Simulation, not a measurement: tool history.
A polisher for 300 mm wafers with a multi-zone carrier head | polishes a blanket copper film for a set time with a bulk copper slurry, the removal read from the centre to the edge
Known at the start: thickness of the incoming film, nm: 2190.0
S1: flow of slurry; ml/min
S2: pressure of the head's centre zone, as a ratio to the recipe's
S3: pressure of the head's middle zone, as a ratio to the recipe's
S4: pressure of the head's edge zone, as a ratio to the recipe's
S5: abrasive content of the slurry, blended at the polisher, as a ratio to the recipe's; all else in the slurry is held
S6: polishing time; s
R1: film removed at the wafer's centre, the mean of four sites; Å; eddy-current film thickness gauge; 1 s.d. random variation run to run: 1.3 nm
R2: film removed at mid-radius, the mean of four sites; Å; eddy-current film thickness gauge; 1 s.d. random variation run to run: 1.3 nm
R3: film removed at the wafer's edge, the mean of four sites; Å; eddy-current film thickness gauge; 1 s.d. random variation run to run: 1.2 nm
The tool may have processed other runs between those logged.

run	hour	S1	S2	S3	S4	S5	S6	R1	R2	R3
1	0.0	165	1.00	1.00	1.00	1.00	42	3144.3	3057.2	3124.8
2	2.4	160	1.00	0.97	0.97	0.90	38	2788.2	2618.6	2722.5
3	4.9	155	1.00	0.95	0.94	0.80	35	2511.4	2325.2	2412.0
4	11.4	150	1.00	0.93	0.92	0.75	33	2314.3	2177.7	2216.6
5	14.4	145	1.01	0.91	0.92	0.70	31	2137.1	1984.5	2065.6
6	16.7	175	1.01	0.91	0.92	0.70	31	2230.6	2024.1	2135.9
7	19.4	170	1.02	0.89	0.91	0.65	30	2178.2	1895.5	2036.6
8	26.1	165	1.02	0.87	0.90	0.60	29	2045.0	1753.2	1931.3
9	28.2	155	1.02	0.86	0.88	0.60	29	2018.2	1710.8	1872.8

For run 10, what comes out?
10	33.2	105	0.98	0.81	0.81	0.50	28	?	?	?

R1: 1656.1 Å
R2: 1414.4 Å
R3: 1588.0 Å
